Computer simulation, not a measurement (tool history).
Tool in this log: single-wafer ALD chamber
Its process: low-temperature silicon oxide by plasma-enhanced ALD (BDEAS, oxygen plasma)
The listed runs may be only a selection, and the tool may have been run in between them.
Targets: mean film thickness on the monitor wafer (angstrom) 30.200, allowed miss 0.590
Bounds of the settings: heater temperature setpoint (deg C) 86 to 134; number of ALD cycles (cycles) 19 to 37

run,day,heater temperature setpoint (deg C),number of ALD cycles (cycles),mean film thickness on the monitor wafer (angstrom)
1,0.000,110,28,37.339
2,0.333,106,28,37.678
3,0.567,108,26,34.708
4,0.725,109,25,33.422
5,1.017,99,25,34.460
6,1.062,103,24,32.662
7,1.129,106,24,32.478
# day 1.425: thermocouple changed; heater temperature recalibrated
8,1.425,109,24,32.101
9,1.796,111,24,31.871
10,1.925,113,24,31.848
11,2.075,115,24,31.692
12,2.267,117,24,31.594
13,2.338,117,24,31.524

Pick the move, out of 4, that brings all results within their allowed miss; only one does.
A,2.408,116,22,?
B,2.408,120,25,?
C,2.408,118,22,?
D,2.408,116,23,?

move,mean film thickness on the monitor wafer (angstrom)
A,29.059
B,32.770
C,28.949
D,30.380
A: the result that was furthest off in the last run now lies on the other side of its target
B: misses by more than the last run did
C: the result that was furthest off in the last run now lies on the other side of its target
D: each result inside its tolerance
D meets every target.

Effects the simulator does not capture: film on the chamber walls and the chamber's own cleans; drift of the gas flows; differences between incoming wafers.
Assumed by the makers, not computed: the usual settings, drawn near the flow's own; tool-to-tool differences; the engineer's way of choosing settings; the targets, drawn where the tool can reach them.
